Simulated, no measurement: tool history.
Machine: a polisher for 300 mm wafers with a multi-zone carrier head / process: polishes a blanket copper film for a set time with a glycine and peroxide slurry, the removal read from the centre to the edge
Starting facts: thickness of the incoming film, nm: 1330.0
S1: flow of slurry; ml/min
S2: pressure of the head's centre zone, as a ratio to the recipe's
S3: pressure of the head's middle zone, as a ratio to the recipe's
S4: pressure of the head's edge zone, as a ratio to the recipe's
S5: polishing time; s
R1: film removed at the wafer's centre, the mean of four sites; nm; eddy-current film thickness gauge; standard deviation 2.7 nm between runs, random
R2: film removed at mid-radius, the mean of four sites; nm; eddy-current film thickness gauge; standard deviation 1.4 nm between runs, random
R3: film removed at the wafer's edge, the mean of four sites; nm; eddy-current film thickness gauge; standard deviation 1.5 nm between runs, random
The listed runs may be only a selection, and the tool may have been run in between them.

| run | day | S1 | S2 | S3 | S4 | S5 | R1 | R2 | R3 |
|---|---|---|---|---|---|---|---|---|---|
| 1 | 0.000 | 150 | 1.00 | 1.00 | 1.00 | 55 | 238.81 | 236.12 | 242.51 |
| 2 | 0.062 | 150 | 1.00 | 1.00 | 1.04 | 55 | 237.60 | 233.75 | 249.75 |
| 3 | 0.183 | 120 | 1.00 | 1.00 | 1.04 | 55 | 212.65 | 219.70 | 233.42 |
| 4 | 0.221 | 120 | 1.00 | 1.00 | 0.98 | 55 | 214.31 | 219.73 | 227.95 |
| 5 | 0.250 | 120 | 1.03 | 1.00 | 0.98 | 55 | 223.02 | 220.97 | 227.95 |
| 6 | 0.475 | 115 | 1.02 | 0.98 | 0.99 | 55 | 216.19 | 212.85 | 225.80 |
| 7 | 0.579 | 110 | 1.02 | 0.97 | 1.00 | 55 | 211.14 | 204.59 | 224.75 |
|  | 0.796 | slurry nozzle cleaned |
| 8 | 0.796 | 105 | 1.02 | 0.97 | 1.01 | 55 | 232.75 | 222.47 | 238.94 |

For run 9, what comes out?
| 9 | 1.038 | 105 | 0.99 | 0.94 | 0.99 | 54 | ? | ? | ? |

R1: 220.84 nm
R2: 213.42 nm
R3: 231.65 nm

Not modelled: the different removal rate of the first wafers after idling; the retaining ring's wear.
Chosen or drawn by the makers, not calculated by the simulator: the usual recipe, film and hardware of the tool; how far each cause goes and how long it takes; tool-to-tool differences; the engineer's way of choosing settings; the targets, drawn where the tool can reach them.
